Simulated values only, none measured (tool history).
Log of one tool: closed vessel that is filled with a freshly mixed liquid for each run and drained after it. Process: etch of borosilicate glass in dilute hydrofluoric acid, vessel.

| run | day | temperature setpoint of the liquid (°C) | parts of water to one part of 49 % hydrofluoric acid (parts by volume) | time in the liquid (s) | thickness taken off the borosilicate glass on a monitor wafer (nm) |
|---|---|---|---|---|---|
| 1 | 0 | 24 | 140 | 30 | 7.6448 |
| 2 | 0.025 | 23.5 | 140 | 30 | 7.4727 |
| 3 | 0.196 | 23.5 | 100 | 30 | 10.826 |
| 4 | 0.342 | 20.5 | 100 | 30 | 9.5246 |
| 5 | 0.604 | 20 | 105 | 30 | 9.025 |
| 6 | 0.846 | 19.5 | 110 | 30 | 8.3469 |
| 7 | 0.942 | 19 | 110 | 30 | 8.1536 |
| 8 | 1.262 | 18.5 | 110 | 30 | 8.1346 |

Run 9, settings as shown, results not yet in. Your forecast:
| 9 | 1.638 | 17.5 | 120 | 30 | ? |

Run 9 gave thickness taken off the borosilicate glass on a monitor wafer (nm) 7.032.
